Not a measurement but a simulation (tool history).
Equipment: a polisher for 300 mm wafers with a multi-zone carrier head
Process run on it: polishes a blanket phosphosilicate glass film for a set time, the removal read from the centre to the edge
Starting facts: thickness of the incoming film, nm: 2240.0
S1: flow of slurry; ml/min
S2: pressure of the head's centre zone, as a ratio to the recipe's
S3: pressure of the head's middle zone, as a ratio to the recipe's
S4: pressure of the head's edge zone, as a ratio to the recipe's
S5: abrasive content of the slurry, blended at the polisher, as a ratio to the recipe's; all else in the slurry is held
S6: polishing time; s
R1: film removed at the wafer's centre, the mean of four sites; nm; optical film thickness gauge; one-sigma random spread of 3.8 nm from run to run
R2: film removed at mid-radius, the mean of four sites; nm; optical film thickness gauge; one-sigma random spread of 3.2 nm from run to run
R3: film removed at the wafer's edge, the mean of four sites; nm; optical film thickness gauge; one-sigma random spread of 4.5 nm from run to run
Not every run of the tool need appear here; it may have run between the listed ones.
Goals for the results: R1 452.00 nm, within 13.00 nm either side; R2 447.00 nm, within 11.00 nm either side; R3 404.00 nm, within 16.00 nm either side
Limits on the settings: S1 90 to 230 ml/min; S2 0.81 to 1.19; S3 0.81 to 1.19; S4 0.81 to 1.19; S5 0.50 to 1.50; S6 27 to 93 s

run 1 hour=0.0 | S1=150 S2=1.00 S3=1.00 S4=1.00 S5=1.00 S6=59 | R1=438.84 R2=397.78 R3=397.48
run 2 hour=3.6 | S1=155 S2=1.00 S3=1.01 S4=1.00 S5=1.00 S6=59 | R1=444.19 R2=400.04 R3=398.88
run 3 hour=4.2 | S1=155 S2=1.00 S3=1.01 S4=0.96 S5=1.00 S6=59 | R1=437.04 R2=396.59 R3=386.17
run 4 hour=5.2 | S1=160 S2=1.00 S3=1.02 S4=0.96 S5=1.00 S6=59 | R1=443.96 R2=404.20 R3=395.31
run 5 hour=11.1 | S1=165 S2=1.00 S3=1.04 S4=0.95 S5=1.00 S6=59 | R1=452.85 R2=408.75 R3=388.56
run 6 hour=14.8 | S1=130 S2=1.00 S3=1.04 S4=0.95 S5=1.00 S6=59 | R1=424.48 R2=389.82 R3=378.25
run 7 hour=19.6 | S1=140 S2=0.99 S3=1.05 S4=0.96 S5=1.00 S6=59 | R1=432.44 R2=400.35 R3=382.22
run 8 hour=28.3 | S1=145 S2=0.98 S3=1.06 S4=0.97 S5=1.00 S6=59 | R1=431.06 R2=410.86 R3=391.68
run 9 hour=30.3 | S1=150 S2=0.98 S3=1.07 S4=0.97 S5=1.00 S6=59 | R1=429.14 R2=406.88 R3=391.15
run 10 hour=32.3 | S1=155 S2=0.98 S3=1.09 S4=0.97 S5=1.00 S6=59 | R1=439.67 R2=418.28 R3=388.48
run 11 hour=36.6 | S1=160 S2=0.98 S3=1.10 S4=0.98 S5=1.00 S6=59 | R1=431.64 R2=427.98 R3=391.43
run 12 hour=43.4 | S1=160 S2=0.98 S3=1.10 S4=0.98 S5=1.00 S6=59 | R1=439.25 R2=423.21 R3=396.05
run 13 hour=49.5 | S1=165 S2=0.98 S3=1.11 S4=0.98 S5=1.00 S6=59 | R1=447.05 R2=427.26 R3=395.77
run 14 hour=55.7 | S1=165 S2=0.98 S3=1.12 S4=0.98 S5=1.00 S6=59 | R1=444.32 R2=429.34 R3=398.92
run 15 hour=63.3 | S1=170 S2=0.98 S3=1.13 S4=0.98 S5=1.00 S6=59 | R1=435.95 R2=434.02 R3=400.81
-- hour=64.6 centre zone pressure recalibrated
run 16 hour=64.6 | S1=175 S2=0.98 S3=1.13 S4=0.98 S5=1.00 S6=59 | R1=399.23 R2=440.16 R3=400.78
run 17 hour=67.2 | S1=170 S2=0.99 S3=1.14 S4=0.98 S5=1.00 S6=59 | R1=398.03 R2=443.95 R3=396.77
run 18 hour=69.6 | S1=175 S2=0.98 S3=1.14 S4=0.98 S5=1.00 S6=59 | R1=408.53 R2=442.32 R3=405.28

5 candidate next runs follow, results not yet known. Just one meets every target within its allowed miss. Identify it.
run A hour=72.0 | S1=205 S2=1.10 S3=0.99 S4=0.93 S5=1.10 S6=58 | R1=? R2=? R3=?
run B hour=72.0 | S1=200 S2=1.09 S3=1.14 S4=0.98 S5=0.75 S6=69 | R1=? R2=? R3=?
run C hour=72.0 | S1=190 S2=0.94 S3=1.10 S4=1.00 S5=1.00 S6=59 | R1=? R2=? R3=?
run D hour=72.0 | S1=120 S2=0.97 S3=1.16 S4=0.92 S5=1.00 S6=63 | R1=? R2=? R3=?
run E hour=72.0 | S1=190 S2=0.96 S3=1.19 S4=0.93 S5=1.20 S6=53 | R1=? R2=? R3=?

move=A R1=482.27 R2=419.36 R3=421.19
move=B R1=458.86 R2=441.07 R3=414.16
move=C R1=394.88 R2=431.16 R3=419.24
move=D R1=396.20 R2=438.63 R3=405.12
move=E R1=395.58 R2=445.34 R3=396.69
A: pushes the last run's worst result past its target
B: every result lands within tolerance
C: moves away from the targets compared with the last run
D: moves away from the targets compared with the last run
E: moves away from the targets compared with the last run
The move that meets every target is B.
